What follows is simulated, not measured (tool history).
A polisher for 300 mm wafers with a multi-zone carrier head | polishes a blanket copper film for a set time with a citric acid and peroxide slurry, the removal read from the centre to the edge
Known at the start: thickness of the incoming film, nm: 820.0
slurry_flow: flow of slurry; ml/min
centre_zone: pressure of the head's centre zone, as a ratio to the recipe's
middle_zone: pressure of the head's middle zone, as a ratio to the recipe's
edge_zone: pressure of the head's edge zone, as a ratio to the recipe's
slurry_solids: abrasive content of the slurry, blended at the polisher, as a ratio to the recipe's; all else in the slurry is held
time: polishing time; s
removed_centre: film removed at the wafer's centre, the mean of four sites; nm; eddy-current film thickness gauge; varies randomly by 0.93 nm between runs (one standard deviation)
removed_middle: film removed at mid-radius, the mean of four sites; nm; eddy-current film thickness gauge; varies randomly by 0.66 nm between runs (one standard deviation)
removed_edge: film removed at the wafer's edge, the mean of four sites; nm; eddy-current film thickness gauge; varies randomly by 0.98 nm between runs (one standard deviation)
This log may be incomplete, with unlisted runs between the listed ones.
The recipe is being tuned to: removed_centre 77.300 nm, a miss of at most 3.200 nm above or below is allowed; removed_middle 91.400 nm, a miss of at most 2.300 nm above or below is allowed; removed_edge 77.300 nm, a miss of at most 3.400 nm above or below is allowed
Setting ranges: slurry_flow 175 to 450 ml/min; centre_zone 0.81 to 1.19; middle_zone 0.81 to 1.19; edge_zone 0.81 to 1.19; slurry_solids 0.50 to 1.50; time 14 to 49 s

run,hour,slurry_flow,centre_zone,middle_zone,edge_zone,slurry_solids,time,removed_centre,removed_middle,removed_edge
1,0.0,290,1.00,1.00,1.00,1.00,31,71.756,73.988,72.501
2,0.9,300,1.01,1.05,1.01,1.05,31,72.690,77.670,74.027
3,6.4,300,1.01,1.05,1.01,1.05,37,87.808,92.842,86.720
4,9.3,300,0.94,1.05,1.01,1.05,37,81.683,92.363,86.085
5,12.6,295,0.93,1.06,0.97,1.00,37,79.141,92.224,84.785
6,17.5,295,0.93,1.14,0.97,1.00,37,80.957,99.411,83.164
7,19.0,290,0.93,1.13,0.94,0.95,37,76.775,96.449,81.896
8,23.2,290,0.96,1.13,0.92,0.90,37,79.136,94.800,80.252
9,26.1,290,0.96,1.13,0.92,0.90,37,79.112,95.094,81.602

Consider the 5 candidate settings below. Which is the only one whose results all fall within their allowed miss of target?
A,29.0,380,1.02,1.14,0.88,1.05,35,?,?,?
B,29.0,270,0.95,1.03,0.92,0.70,43,?,?,?
C,29.0,320,0.92,1.07,0.86,0.60,40,?,?,?
D,29.0,285,0.99,1.00,0.95,0.95,39,?,?,?
E,29.0,270,0.90,1.13,0.85,1.00,37,?,?,?

move,removed_centre,removed_middle,removed_edge
A,84.637,96.820,78.573
B,85.772,96.057,87.568
C,76.515,90.786,77.293
D,87.040,91.708,86.937
E,76.574,97.149,78.800
A: moves away from the targets compared with the last run
B: moves away from the targets compared with the last run
C: in spec on every target
D: gets the furthest-off result to its target, but another result is out of tolerance
E: moves away from the targets compared with the last run
C meets every target.
